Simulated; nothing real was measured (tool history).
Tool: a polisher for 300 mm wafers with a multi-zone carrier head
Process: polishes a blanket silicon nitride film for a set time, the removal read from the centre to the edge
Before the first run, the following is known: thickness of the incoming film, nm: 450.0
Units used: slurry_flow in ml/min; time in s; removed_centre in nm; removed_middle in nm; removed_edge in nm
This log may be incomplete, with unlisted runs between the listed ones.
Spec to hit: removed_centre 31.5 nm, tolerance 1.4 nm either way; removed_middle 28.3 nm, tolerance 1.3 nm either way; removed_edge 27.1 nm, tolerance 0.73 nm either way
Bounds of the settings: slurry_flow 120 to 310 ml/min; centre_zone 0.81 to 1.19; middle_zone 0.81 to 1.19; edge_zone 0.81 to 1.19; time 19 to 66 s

| run | day | slurry_flow | centre_zone | middle_zone | edge_zone | time | removed_centre | removed_middle | removed_edge |
|---|---|---|---|---|---|---|---|---|---|
| 1 | 0 | 200 | 1 | 1 | 1 | 42 | 50.091 | 50.387 | 49.963 |
| 2 | 0.079 | 200 | 1 | 1 | 1 | 49 | 58.45 | 56.924 | 58.169 |
| 3 | 0.35 | 200 | 1 | 1.06 | 1 | 49 | 59.958 | 61.59 | 58.265 |
| 4 | 0.638 | 170 | 1 | 1.06 | 1 | 49 | 57.474 | 59.412 | 56.63 |
| 5 | 0.667 | 165 | 1.04 | 1.02 | 0.96 | 39 | 46.747 | 45.654 | 44.264 |
| 6 | 0.842 | 160 | 1.06 | 1 | 0.93 | 33 | 39.938 | 36.699 | 36.123 |
| 7 | 0.988 | 155 | 1.06 | 1 | 0.9 | 30 | 35.98 | 34.254 | 32.639 |
| 8 | 1.058 | 155 | 1.07 | 0.98 | 0.88 | 28 | 33.746 | 31.605 | 29.842 |
| 9 | 1.321 | 150 | 1.07 | 0.95 | 0.86 | 28 | 33.882 | 30.822 | 29.849 |
| 10 | 1.408 | 145 | 1.08 | 0.95 | 0.82 | 24 | 28.934 | 25.484 | 24.716 |
| 11 | 1.65 | 145 | 1.08 | 0.95 | 0.82 | 24 | 29.213 | 25.917 | 24.763 |
| 12 | 2.017 | 160 | 1.08 | 0.95 | 0.84 | 24 | 29.718 | 26.662 | 25.068 |
| 13 | 2.146 | 155 | 1.09 | 0.96 | 0.86 | 24 | 29.913 | 26.413 | 25.593 |

Which of these 4 next moves meets every target?
| A | 2.275 | 130 | 0.97 | 1.01 | 0.98 | 25 | ? | ? | ? |
| B | 2.275 | 130 | 1.14 | 0.84 | 0.92 | 25 | ? | ? | ? |
| C | 2.275 | 205 | 1.03 | 0.92 | 0.81 | 25 | ? | ? | ? |
| D | 2.275 | 195 | 1.08 | 1.17 | 0.81 | 22 | ? | ? | ? |

| move | removed_centre | removed_middle | removed_edge |
|---|---|---|---|
| A | 26.205 | 26.849 | 27.548 |
| B | 30.797 | 23.01 | 26.802 |
| C | 30.923 | 27.259 | 27.056 |
| D | 28.34 | 29.177 | 23.589 |
A: brings the last run's worst result on target, with another outside its allowed miss
B: brings the last run's worst result on target, with another outside its allowed miss
C: all results in spec
D: lands further from the targets than the last run did
Answer: C
